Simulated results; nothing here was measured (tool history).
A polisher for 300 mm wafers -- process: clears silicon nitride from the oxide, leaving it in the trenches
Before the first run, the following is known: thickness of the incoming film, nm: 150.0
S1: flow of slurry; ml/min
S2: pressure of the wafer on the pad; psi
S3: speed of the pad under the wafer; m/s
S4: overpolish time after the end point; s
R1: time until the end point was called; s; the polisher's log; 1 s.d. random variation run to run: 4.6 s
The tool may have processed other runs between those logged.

Run 1, hour 0: S1 315 ml/min, S2 2.7 psi, S3 1.1 m/s, S4 17 s. Result: R1 157.27 s.
Run 2, hour 5.8: S1 315 ml/min, S2 2.7 psi, S3 0.86 m/s, S4 17 s. Result: R1 193.3 s.
Run 3, hour 14.4: S1 315 ml/min, S2 2.7 psi, S3 1.02 m/s, S4 17 s. Result: R1 170.34 s.
Run 4, hour 19: S1 315 ml/min, S2 2.5 psi, S3 1 m/s, S4 17 s. Result: R1 183.44 s.
Run 5, hour 21.9: S1 315 ml/min, S2 2.4 psi, S3 0.98 m/s, S4 17 s. Result: R1 193.8 s.
At hour 29.1: head pressure recalibrated.
Run 6, hour 29.1: S1 315 ml/min, S2 2.3 psi, S3 0.98 m/s, S4 17 s. Result: R1 178.13 s.

What will run 7 give?
Run 7, hour 31.8: S1 310 ml/min, S2 1.8 psi, S3 0.72 m/s, S4 17 s. Result: R1 ?.

R1: 298.8 s
